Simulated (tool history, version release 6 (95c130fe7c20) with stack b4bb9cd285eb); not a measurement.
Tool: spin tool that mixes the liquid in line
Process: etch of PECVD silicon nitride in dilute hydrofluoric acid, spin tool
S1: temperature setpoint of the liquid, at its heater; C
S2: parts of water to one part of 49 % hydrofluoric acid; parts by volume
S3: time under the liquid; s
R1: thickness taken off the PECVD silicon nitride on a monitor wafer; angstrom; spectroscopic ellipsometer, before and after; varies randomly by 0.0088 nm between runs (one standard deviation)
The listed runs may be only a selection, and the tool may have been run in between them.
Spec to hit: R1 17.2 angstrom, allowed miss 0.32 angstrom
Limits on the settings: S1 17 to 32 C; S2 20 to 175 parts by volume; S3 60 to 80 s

run 1 hour=0 | S1=24 S2=95 S3=80 | R1=31.767
run 2 hour=4.5 | S1=22.5 S2=100 S3=80 | R1=27.301
run 3 hour=9.6 | S1=24 S2=100 S3=80 | R1=30.049
run 4 hour=17.2 | S1=22.5 S2=105 S3=80 | R1=26.063
run 5 hour=19.2 | S1=21 S2=105 S3=80 | R1=23.496
run 6 hour=21.8 | S1=24 S2=105 S3=80 | R1=28.64
run 7 hour=23.9 | S1=24 S2=105 S3=80 | R1=28.738
run 8 hour=25.9 | S1=22.5 S2=105 S3=80 | R1=26.31

Next run, 4 choices. One meets every target within its allowed miss, the rest don't. Which?
run A hour=27.9 | S1=22 S2=135 S3=70 | R1=?
run B hour=27.9 | S1=23 S2=115 S3=60 | R1=?
run C hour=27.9 | S1=24.5 S2=60 S3=80 | R1=?
run D hour=27.9 | S1=25.5 S2=95 S3=80 | R1=?

move=A R1=17.255
move=B R1=18.498
move=C R1=51.71
move=D R1=35.101
A: every result within its allowed miss
B: nearer than the last run, and not there yet
C: moves away from the targets compared with the last run
D: moves away from the targets compared with the last run
The move that meets every target is A.
